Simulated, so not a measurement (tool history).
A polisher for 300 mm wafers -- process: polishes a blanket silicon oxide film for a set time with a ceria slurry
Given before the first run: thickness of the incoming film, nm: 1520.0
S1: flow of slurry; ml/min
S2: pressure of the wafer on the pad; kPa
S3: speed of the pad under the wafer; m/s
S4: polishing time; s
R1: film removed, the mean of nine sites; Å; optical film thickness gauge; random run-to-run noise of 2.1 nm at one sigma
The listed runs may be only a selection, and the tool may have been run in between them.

Run 1, day 0: S1 305 ml/min, S2 18.6 kPa, S3 1.3 m/s, S4 22 s. Result: R1 1121.2 Å.
Run 2, day 0.312: S1 305 ml/min, S2 22.1 kPa, S3 1.3 m/s, S4 22 s. Result: R1 1322.7 Å.
Run 3, day 0.55: S1 250 ml/min, S2 22.1 kPa, S3 1.3 m/s, S4 22 s. Result: R1 1305.3 Å.
Run 4, day 0.867: S1 185 ml/min, S2 22.1 kPa, S3 1.3 m/s, S4 22 s. Result: R1 1241.2 Å.
Run 5, day 1.204: S1 195 ml/min, S2 22.8 kPa, S3 1.34 m/s, S4 22 s. Result: R1 1339.2 Å.
Run 6, day 1.488: S1 195 ml/min, S2 26.2 kPa, S3 1.34 m/s, S4 22 s. Result: R1 1538.4 Å.

What does the tool deliver on the next run?
Run 7, day 1.542: S1 205 ml/min, S2 26.2 kPa, S3 1.38 m/s, S4 22 s. Result: R1 ?.

Run 7 measured R1 1567.5 Å.
